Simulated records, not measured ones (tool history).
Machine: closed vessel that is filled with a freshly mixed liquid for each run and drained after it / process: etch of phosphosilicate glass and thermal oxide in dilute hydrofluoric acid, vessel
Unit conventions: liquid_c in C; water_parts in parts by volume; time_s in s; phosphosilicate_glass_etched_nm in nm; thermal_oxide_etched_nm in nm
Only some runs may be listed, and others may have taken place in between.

run	hour	liquid_c	water_parts	time_s	phosphosilicate_glass_etched_nm	thermal_oxide_etched_nm
1	0	23	195	85	62.253	1.757
2	8.6	22	195	85	59.556	1.7295
3	10.8	22	145	85	84.254	2.4525
4	18.7	24	145	85	91.428	2.5941
5	21.7	24	170	85	76.366	2.1721
6	22.7	22.5	170	85	72.027	2.0968

What will run 7 give?
7	26.1	22	185	85	?	?

phosphosilicate_glass_etched_nm: 64.03 nm
thermal_oxide_etched_nm: 1.8448 nm
